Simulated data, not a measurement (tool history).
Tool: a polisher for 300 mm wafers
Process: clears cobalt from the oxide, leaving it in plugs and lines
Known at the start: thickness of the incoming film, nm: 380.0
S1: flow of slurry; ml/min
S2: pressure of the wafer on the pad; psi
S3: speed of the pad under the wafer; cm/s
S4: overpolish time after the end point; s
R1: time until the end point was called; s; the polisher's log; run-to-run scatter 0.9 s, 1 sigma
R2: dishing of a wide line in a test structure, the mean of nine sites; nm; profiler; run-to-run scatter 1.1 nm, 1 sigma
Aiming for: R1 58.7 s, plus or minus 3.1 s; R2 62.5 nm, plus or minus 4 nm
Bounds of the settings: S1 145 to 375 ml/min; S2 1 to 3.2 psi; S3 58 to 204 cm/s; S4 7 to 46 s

run 1 day=0 | S1=240 S2=2.1 S3=130 S4=24 | R1=44.287 R2=69.746
run 2 day=0.25 | S1=240 S2=2 S3=130 S4=23 | R1=47.199 R2=67.37
run 3 day=0.571 | S1=240 S2=2.3 S3=130 S4=23 | R1=40.183 R2=68.053
run 4 day=0.838 | S1=240 S2=2.3 S3=130 S4=33 | R1=41.334 R2=72.157
run 5 day=0.908 | S1=240 S2=2.2 S3=128 S4=29 | R1=43.458 R2=69.951
run 6 day=1.238 | S1=240 S2=2.5 S3=128 S4=29 | R1=39.232 R2=73.919
run 7 day=1.538 | S1=240 S2=2.3 S3=126 S4=28 | R1=42.153 R2=71.696
run 8 day=1.625 | S1=240 S2=2.1 S3=126 S4=26 | R1=46.138 R2=68.317
run 9 day=1.808 | S1=240 S2=2 S3=126 S4=25 | R1=49.91 R2=69.635
run 10 day=2.062 | S1=240 S2=1.9 S3=126 S4=22 | R1=52.135 R2=67.441
run 11 day=2.333 | S1=240 S2=1.9 S3=126 S4=20 | R1=51.209 R2=61.735
run 12 day=2.479 | S1=240 S2=1.8 S3=126 S4=21 | R1=54.149 R2=62.846

Exercise: of the 5 proposed moves below, exactly one satisfies all targets within the stated allowed misses. Which move is it?
run A day=2.625 | S1=230 S2=1.9 S3=124 S4=19 | R1=? R2=?
run B day=2.625 | S1=245 S2=2 S3=116 S4=21 | R1=? R2=?
run C day=2.625 | S1=325 S2=1.7 S3=116 S4=25 | R1=? R2=?
run D day=2.625 | S1=215 S2=1.9 S3=124 S4=20 | R1=? R2=?
run E day=2.625 | S1=335 S2=1.4 S3=156 S4=22 | R1=? R2=?

move=A R1=51.534 R2=61.039
move=B R1=52.035 R2=63.119
move=C R1=58.599 R2=64.411
move=D R1=52.005 R2=62.023
move=E R1=52.155 R2=64.098
A: lands further from the targets than the last run did
B: lands further from the targets than the last run did
C: all results in spec
D: lands further from the targets than the last run did
E: lands further from the targets than the last run did
Correct choice: C, which meets every target
